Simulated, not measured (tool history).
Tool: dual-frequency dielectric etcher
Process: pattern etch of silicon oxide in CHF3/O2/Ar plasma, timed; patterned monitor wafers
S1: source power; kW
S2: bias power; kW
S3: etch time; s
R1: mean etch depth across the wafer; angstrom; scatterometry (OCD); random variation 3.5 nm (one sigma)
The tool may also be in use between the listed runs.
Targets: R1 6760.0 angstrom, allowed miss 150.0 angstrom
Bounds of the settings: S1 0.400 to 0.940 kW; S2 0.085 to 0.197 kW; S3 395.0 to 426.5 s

run  hour     S1     S2     S3      R1
  1   0.0  0.670  0.141  426.5  8367.2
  2   5.5  0.620  0.135  424.0  8048.3
  3  13.9  0.680  0.135  424.0  8331.2
  4  19.5  0.630  0.129  421.0  7906.0
  5  22.5  0.590  0.125  419.5  7600.1
  6  27.2  0.560  0.123  419.0  7422.2
  7  29.3  0.560  0.123  419.0  7498.7
  8  34.0  0.530  0.120  418.0  7253.6
  9  35.2  0.510  0.119  417.5  7126.0
 10  42.1  0.500  0.118  417.5  7025.0
 11  45.4  0.490  0.118  417.5  6958.3
 12  53.8  0.480  0.118  417.5  6916.9

Which of these 4 next moves meets every target?
  A  62.2  0.490  0.134  416.5   ?
  B  62.2  0.420  0.131  411.5   ?
  C  62.2  0.500  0.122  419.0   ?
  D  62.2  0.520  0.116  419.0   ?

move      R1
   A  7231.0
   B  6741.9
   C  7125.7
   D  7118.0
A: further off than the last run
B: meets every target
C: further off than the last run
D: further off than the last run
Move B is the one to make.

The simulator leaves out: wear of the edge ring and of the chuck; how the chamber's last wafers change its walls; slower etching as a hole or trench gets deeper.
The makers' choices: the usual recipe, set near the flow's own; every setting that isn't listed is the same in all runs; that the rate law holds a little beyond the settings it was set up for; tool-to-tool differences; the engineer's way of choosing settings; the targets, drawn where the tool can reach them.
